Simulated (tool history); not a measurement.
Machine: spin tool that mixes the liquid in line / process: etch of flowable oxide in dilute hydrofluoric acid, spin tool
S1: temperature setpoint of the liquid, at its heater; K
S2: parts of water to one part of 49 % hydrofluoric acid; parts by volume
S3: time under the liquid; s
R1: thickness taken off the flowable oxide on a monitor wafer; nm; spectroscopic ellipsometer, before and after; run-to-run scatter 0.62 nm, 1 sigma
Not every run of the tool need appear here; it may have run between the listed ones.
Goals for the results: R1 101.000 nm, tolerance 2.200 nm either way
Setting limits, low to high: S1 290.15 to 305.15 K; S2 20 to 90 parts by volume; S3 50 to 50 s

run,hour,S1,S2,S3,R1
1,0.0,297.15,50,50,46.953
2,5.2,298.15,45,50,54.653
3,12.7,299.15,45,50,57.443
4,14.4,300.15,45,50,59.399
5,15.3,300.15,45,50,59.686
6,19.0,300.65,45,50,60.436
7,21.2,301.15,45,50,61.866
8,29.7,301.65,45,50,62.969
9,33.4,302.15,45,50,63.834
10,40.4,302.65,45,50,65.091
11,47.5,303.15,45,50,66.975
12,51.1,305.15,25,50,134.930
13,59.1,301.15,25,50,115.610
14,65.8,300.65,25,50,112.400
15,70.3,300.15,25,50,109.730

Below are 4 possible settings for the next run. Only one of them brings all results inside the allowed miss of their targets. Which is it?
A,74.8,299.15,25,50,?
B,74.8,304.15,30,50,?
C,74.8,299.65,25,50,?
D,74.8,298.15,25,50,?

move,R1
A,106.760
B,108.150
C,108.990
D,102.420
A: moves toward the targets from the last run without getting all of them in spec
B: moves toward the targets from the last run without getting all of them in spec
C: moves toward the targets from the last run without getting all of them in spec
D: every result within its allowed miss
Go with D: it meets all targets.
